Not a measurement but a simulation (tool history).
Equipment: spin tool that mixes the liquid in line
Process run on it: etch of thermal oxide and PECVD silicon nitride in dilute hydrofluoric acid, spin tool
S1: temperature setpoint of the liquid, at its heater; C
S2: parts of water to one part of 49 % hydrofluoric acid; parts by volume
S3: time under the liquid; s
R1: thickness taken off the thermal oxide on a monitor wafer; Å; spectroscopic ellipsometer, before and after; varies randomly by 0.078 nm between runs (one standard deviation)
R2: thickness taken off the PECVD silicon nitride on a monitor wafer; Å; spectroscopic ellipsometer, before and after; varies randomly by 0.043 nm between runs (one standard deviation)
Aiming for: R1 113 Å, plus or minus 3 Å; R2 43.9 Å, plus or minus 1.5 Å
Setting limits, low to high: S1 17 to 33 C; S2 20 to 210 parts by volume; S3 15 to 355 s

| run | day | S1 | S2 | S3 | R1 | R2 |
|---|---|---|---|---|---|---|
| 1 | 0 | 25 | 115 | 180 | 84.863 | 34.682 |
| 2 | 0.092 | 28 | 115 | 180 | 95.598 | 42.319 |
| 3 | 0.212 | 28 | 115 | 245 | 128.77 | 57.179 |
| 4 | 0.508 | 31 | 115 | 245 | 144.57 | 69.106 |
| 5 | 0.554 | 29 | 115 | 245 | 134.91 | 60.606 |
| 6 | 0.883 | 27.5 | 115 | 245 | 126.28 | 55.069 |
| 7 | 1.208 | 26.5 | 115 | 245 | 122.08 | 52.106 |
| 8 | 1.354 | 25.5 | 115 | 245 | 118.73 | 49.047 |

Exercise: of the 5 proposed moves below, exactly one satisfies all targets within the stated allowed misses. Which move is it?
| A | 1.5 | 26 | 115 | 230 | ? | ? |
| B | 1.5 | 27.5 | 135 | 250 | ? | ? |
| C | 1.5 | 30.5 | 150 | 260 | ? | ? |
| D | 1.5 | 25.5 | 115 | 220 | ? | ? |
| E | 1.5 | 22.5 | 125 | 295 | ? | ? |

| move | R1 | R2 |
|---|---|---|
| A | 112.44 | 47.409 |
| B | 107.45 | 48.311 |
| C | 110.07 | 54.404 |
| D | 105.5 | 43.908 |
| E | 114.39 | 44.568 |
A: gains on the last run, yet a result remains outside its allowed miss
B: gains on the last run, yet a result remains outside its allowed miss
C: the biggest miss grows against the last run
D: the worst result of the last run now meets its target, but another is out of spec
E: meets every target
E is the move that brings every result within its allowed miss.
